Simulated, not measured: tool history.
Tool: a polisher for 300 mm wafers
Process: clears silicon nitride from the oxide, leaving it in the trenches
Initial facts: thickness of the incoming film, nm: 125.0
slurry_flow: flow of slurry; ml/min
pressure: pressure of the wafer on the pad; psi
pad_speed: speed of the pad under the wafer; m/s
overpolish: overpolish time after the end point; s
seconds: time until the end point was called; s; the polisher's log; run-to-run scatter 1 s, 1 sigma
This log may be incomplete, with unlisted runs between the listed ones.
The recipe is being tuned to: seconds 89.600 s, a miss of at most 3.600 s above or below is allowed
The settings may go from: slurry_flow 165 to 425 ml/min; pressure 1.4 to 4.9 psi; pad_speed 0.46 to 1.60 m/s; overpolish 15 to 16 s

run 1 hour=0.0 | slurry_flow=275 pressure=3.1 pad_speed=1.02 overpolish=15 | seconds=121.670
run 2 hour=9.0 | slurry_flow=275 pressure=3.1 pad_speed=1.22 overpolish=15 | seconds=103.130
run 3 hour=15.4 | slurry_flow=275 pressure=3.2 pad_speed=1.22 overpolish=15 | seconds=99.256
run 4 hour=20.3 | slurry_flow=275 pressure=3.3 pad_speed=1.22 overpolish=15 | seconds=95.574
run 5 hour=24.1 | slurry_flow=275 pressure=3.3 pad_speed=1.12 overpolish=15 | seconds=105.010
run 6 hour=25.4 | slurry_flow=275 pressure=3.3 pad_speed=1.12 overpolish=16 | seconds=103.190
run 7 hour=34.1 | slurry_flow=275 pressure=3.4 pad_speed=1.12 overpolish=16 | seconds=103.200
-- hour=38.4 head pressure recalibrated
run 8 hour=38.4 | slurry_flow=275 pressure=4.0 pad_speed=1.14 overpolish=16 | seconds=81.647
run 9 hour=47.3 | slurry_flow=275 pressure=3.9 pad_speed=1.14 overpolish=16 | seconds=81.744
run 10 hour=49.1 | slurry_flow=275 pressure=3.8 pad_speed=1.14 overpolish=16 | seconds=84.184

Consider the 5 candidate settings below. Which is the only one whose results all fall within their allowed miss of target?
run A hour=50.9 | slurry_flow=265 pressure=3.8 pad_speed=1.08 overpolish=16 | seconds=?
run B hour=50.9 | slurry_flow=290 pressure=4.0 pad_speed=1.14 overpolish=15 | seconds=?
run C hour=50.9 | slurry_flow=375 pressure=4.2 pad_speed=1.06 overpolish=15 | seconds=?
run D hour=50.9 | slurry_flow=380 pressure=4.1 pad_speed=1.06 overpolish=15 | seconds=?
run E hour=50.9 | slurry_flow=260 pressure=3.9 pad_speed=1.18 overpolish=16 | seconds=?

move=A seconds=88.801
move=B seconds=79.690
move=C seconds=80.318
move=D seconds=82.171
move=E seconds=79.528
A: in spec on every target
B: lands further from the targets than the last run did
C: lands further from the targets than the last run did
D: lands further from the targets than the last run did
E: lands further from the targets than the last run did
The move that meets every target is A.
